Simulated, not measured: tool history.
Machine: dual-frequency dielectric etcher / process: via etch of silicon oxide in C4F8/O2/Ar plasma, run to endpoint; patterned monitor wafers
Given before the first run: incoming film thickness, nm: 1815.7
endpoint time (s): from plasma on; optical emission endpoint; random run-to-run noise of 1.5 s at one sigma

{"run": 1, "hour": 0.0, "source power (W)": 2290, "bias power (W)": 2321, "endpoint time (s)": 318.81}
{"run": 2, "hour": 3.6, "source power (W)": 1900, "bias power (W)": 2321, "endpoint time (s)": 347.27}
{"run": 3, "hour": 8.1, "source power (W)": 1900, "bias power (W)": 2467, "endpoint time (s)": 339.1}
{"run": 4, "hour": 16.3, "source power (W)": 2210, "bias power (W)": 2544, "endpoint time (s)": 315.48}
{"run": 5, "hour": 23.8, "source power (W)": 2210, "bias power (W)": 2242, "endpoint time (s)": 327.7}
{"run": 6, "hour": 29.2, "source power (W)": 2010, "bias power (W)": 2242, "endpoint time (s)": 346.3}
{"run": 7, "hour": 31.3, "source power (W)": 2320, "bias power (W)": 2302, "endpoint time (s)": 319.93}
{"run": 8, "hour": 36.3, "source power (W)": 2550, "bias power (W)": 2363, "endpoint time (s)": 304.51}

The next listed run, before its measurement:
{"run": 9, "hour": 40.6, "source power (W)": 3010, "bias power (W)": 2650, "endpoint time (s)": "?"}

endpoint time (s): 278.97
